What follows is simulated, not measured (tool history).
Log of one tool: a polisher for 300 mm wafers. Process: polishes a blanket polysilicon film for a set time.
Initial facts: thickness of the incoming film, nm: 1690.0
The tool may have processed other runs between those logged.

run  hour  flow of slurry (ml/min)  pressure of the wafer on the pad (psi)  speed of the pad under the wafer (m/s)  polishing time (s)  film removed (angstrom)
  1     0                      265                                     2.1                                    0.94                  95                     4880
  2     7                      270                                     2.2                                    0.94                  95                   5098.1
  3   8.3                      320                                     2.2                                    0.94                  95                   5218.1
  4  13.5                      320                                     2.3                                    0.94                  95                   5526.2
  5  22.3                      325                                     2.3                                    0.94                  95                   5592.8
  6  29.3                      335                                     2.3                                    0.94                  95                   5433.5
  7  31.1                      335                                     2.3                                    0.94                  95                   5558.7
  8  35.2                      340                                     2.3                                    0.94                  95                   5575.6

Run 9 has not been measured yet. What should we expect?
  9  39.1                      345                                     2.3                                    0.94                  95                        ?

{"run 9": {"film removed (angstrom)": 5447.1}}

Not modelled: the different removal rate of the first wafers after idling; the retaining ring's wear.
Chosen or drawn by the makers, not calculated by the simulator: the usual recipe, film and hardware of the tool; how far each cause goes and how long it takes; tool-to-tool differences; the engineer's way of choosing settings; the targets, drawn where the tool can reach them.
